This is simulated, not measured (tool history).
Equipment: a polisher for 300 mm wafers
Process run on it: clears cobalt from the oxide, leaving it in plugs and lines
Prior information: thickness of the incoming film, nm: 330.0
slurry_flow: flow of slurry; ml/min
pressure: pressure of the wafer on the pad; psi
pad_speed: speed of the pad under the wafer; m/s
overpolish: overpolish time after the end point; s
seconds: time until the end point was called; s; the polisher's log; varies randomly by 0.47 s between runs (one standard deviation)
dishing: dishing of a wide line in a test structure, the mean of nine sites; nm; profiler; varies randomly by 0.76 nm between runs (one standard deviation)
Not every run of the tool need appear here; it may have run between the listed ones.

run,hour,slurry_flow,pressure,pad_speed,overpolish,seconds,dishing
1,0,240,2.2,0.96,23,61.054,67.644
2,4.8,200,2.2,0.96,23,61.734,67.418
3,10.3,200,2.2,0.78,23,75.688,63.248
4,18,230,2.2,0.78,23,75.747,62.76
5,24.8,230,2.2,0.6,23,93.644,55.785
6,30.5,230,2.5,0.6,23,83.541,59.744
7,35.8,230,2.7,0.62,22,76.403,62.001
8,37.1,230,2.7,0.62,22,76.153,61.411
9,41.1,230,2.8,0.64,21,70.615,61.91
10,44.1,240,3.4,0.64,20,58.726,67.097

What will run 11 give?
11,52.3,240,3.5,0.74,18,?,?

{"run 11": {"seconds": 49.916, "dishing": 66.114}}
